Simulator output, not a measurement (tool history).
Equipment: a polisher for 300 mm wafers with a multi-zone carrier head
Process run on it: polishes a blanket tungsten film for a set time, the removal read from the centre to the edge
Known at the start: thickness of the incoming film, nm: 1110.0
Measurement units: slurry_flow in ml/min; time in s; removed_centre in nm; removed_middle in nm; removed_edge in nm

Run 1, hour 0: slurry_flow 305 ml/min, centre_zone 1, middle_zone 1, edge_zone 1, slurry_solids 1, time 67 s. Result: removed_centre 395.91 nm, removed_middle 396.17 nm, removed_edge 415.76 nm.
Run 2, hour 8.7: slurry_flow 315 ml/min, centre_zone 1.03, middle_zone 1.04, edge_zone 1, slurry_solids 1.05, time 67 s. Result: removed_centre 415.61 nm, removed_middle 429.75 nm, removed_edge 404.98 nm.
Run 3, hour 14.9: slurry_flow 320 ml/min, centre_zone 1.05, middle_zone 1.05, edge_zone 1.02, slurry_solids 1.1, time 67 s. Result: removed_centre 432.3 nm, removed_middle 429.77 nm, removed_edge 423.36 nm.
Run 4, hour 16.9: slurry_flow 330 ml/min, centre_zone 1.06, middle_zone 1.07, edge_zone 1.02, slurry_solids 1.1, time 67 s. Result: removed_centre 428.31 nm, removed_middle 437.59 nm, removed_edge 420.63 nm.
Run 5, hour 21.3: slurry_flow 330 ml/min, centre_zone 1.06, middle_zone 1.07, edge_zone 1.02, slurry_solids 0.95, time 67 s. Result: removed_centre 422.04 nm, removed_middle 423.09 nm, removed_edge 407.37 nm.
Run 6, hour 24.2: slurry_flow 330 ml/min, centre_zone 1.06, middle_zone 1.07, edge_zone 1.06, slurry_solids 0.95, time 67 s. Result: removed_centre 416.96 nm, removed_middle 415.92 nm, removed_edge 409.84 nm.
Run 7, hour 28.1: slurry_flow 335 ml/min, centre_zone 1.08, middle_zone 1.09, edge_zone 1.06, slurry_solids 1, time 67 s. Result: removed_centre 433.97 nm, removed_middle 433.57 nm, removed_edge 414.67 nm.
Run 8, hour 30.8: slurry_flow 340 ml/min, centre_zone 1.09, middle_zone 1.11, edge_zone 1.06, slurry_solids 1.05, time 67 s. Result: removed_centre 439.37 nm, removed_middle 452.9 nm, removed_edge 435.48 nm.

What will run 9 give?
Run 9, hour 34: slurry_flow 345 ml/min, centre_zone 1.11, middle_zone 1.12, edge_zone 1.04, slurry_solids 1.05, time 67 s. Result: removed_centre ?, removed_middle ?, removed_edge ?.

{"run 9": {"removed_centre": 450.46, "removed_middle": 457.44, "removed_edge": 425.77}}
